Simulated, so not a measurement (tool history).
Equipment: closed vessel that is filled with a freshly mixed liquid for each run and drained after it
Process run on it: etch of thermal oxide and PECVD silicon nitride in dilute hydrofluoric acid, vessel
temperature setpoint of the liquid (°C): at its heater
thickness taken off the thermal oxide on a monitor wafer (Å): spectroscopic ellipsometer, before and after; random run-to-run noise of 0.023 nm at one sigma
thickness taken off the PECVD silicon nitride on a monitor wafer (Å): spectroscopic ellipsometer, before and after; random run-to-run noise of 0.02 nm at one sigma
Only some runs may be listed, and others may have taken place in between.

run	hour	temperature setpoint of the liquid (°C)	parts of water to one part of 49 % hydrofluoric acid (parts by volume)	time in the liquid (s)	thickness taken off the thermal oxide on a monitor wafer (Å)	thickness taken off the PECVD silicon nitride on a monitor wafer (Å)
1	0.0	22.0	55	60	45.877	16.3720
2	1.4	22.0	35	60	74.905	24.3730
3	7.1	21.0	35	60	71.378	23.1150
4	12.9	21.0	35	40	46.813	15.5930
5	15.6	21.0	45	40	36.660	12.3690
6	19.1	19.5	45	40	34.574	10.6580
7	23.0	20.5	50	40	31.975	10.4240
8	24.2	21.5	55	40	30.233	10.4940
9	32.9	23.0	65	40	27.018	9.8137
10	36.7	23.5	65	40	27.436	10.1660

Run 11, settings as shown, results not yet in. Your forecast:
11	42.1	24.0	65	40	?	?

thickness taken off the thermal oxide on a monitor wafer (Å): 27.716
thickness taken off the PECVD silicon nitride on a monitor wafer (Å): 10.4350

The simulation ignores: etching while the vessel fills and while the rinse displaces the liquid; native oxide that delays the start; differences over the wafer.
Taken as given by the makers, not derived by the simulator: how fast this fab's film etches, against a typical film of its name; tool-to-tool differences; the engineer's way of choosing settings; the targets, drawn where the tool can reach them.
